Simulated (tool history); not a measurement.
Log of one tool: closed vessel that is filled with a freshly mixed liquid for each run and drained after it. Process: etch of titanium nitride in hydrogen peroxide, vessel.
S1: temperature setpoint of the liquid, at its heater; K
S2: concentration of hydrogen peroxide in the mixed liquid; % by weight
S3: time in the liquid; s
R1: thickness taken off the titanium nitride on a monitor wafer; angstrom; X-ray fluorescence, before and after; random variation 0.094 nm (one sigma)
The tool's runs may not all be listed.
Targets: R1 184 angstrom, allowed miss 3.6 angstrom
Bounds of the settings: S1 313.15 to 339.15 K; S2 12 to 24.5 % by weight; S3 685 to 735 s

run  hour      S1    S2   S3      R1
  1     0  329.15  16.5  685  425.38
  2   6.8  329.15  13.5  685  409.94
  3    15  325.65  13.5  685  321.07
  4  21.6  329.15  13.5  685  407.24
  5  26.9  329.15  13.5  735  435.68
  6  32.4  325.65  13.5  735   343.4
  7  37.9  322.65  13.5  735  275.19
  8  45.5  320.65  13.5  735  241.11
  9  51.3  319.65  13.5  735  223.32
 10    57  318.65  13.5  735  205.22
 11  58.2  318.15  13.5  735  201.88
 12  61.5  317.65  13.5  735  190.85

Which of these 4 next moves meets every target?
  A  64.8  316.65  13.5  730   ?
  B  64.8  316.65    18  685   ?
  C  64.8  318.15    13  685   ?
  D  64.8  317.15  12.5  700   ?

move      R1
   A  178.64
   B  178.11
   C  185.83
   D  174.94
A: takes the result that was furthest off past its target
B: takes the result that was furthest off past its target
C: meets every target
D: takes the result that was furthest off past its target
Move C is the one to make.
